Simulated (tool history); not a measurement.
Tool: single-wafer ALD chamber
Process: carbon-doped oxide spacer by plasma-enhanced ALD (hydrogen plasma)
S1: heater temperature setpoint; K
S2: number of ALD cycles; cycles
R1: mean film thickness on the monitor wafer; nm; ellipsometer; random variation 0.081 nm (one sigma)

run 1 hour=0 | S1=688.15 S2=617 | R1=34.488
run 2 hour=4.7 | S1=685.15 S2=621 | R1=35.094
run 3 hour=5.6 | S1=685.15 S2=694 | R1=39.311
run 4 hour=11.6 | S1=685.15 S2=657 | R1=37.204
run 5 hour=19.5 | S1=685.15 S2=569 | R1=32.073
run 6 hour=27.3 | S1=685.15 S2=606 | R1=34.354
run 7 hour=35.9 | S1=682.15 S2=610 | R1=34.861
run 8 hour=39.5 | S1=679.15 S2=613 | R1=35.395
run 9 hour=46.9 | S1=677.15 S2=616 | R1=35.78
run 10 hour=53.7 | S1=665.15 S2=639 | R1=37.387
run 11 hour=57.6 | S1=665.15 S2=641 | R1=37.528

Run 12 comes next. What will it give?
run 12 hour=60.4 | S1=665.15 S2=643 | R1=?

{"run 12": {"R1": 37.629}}
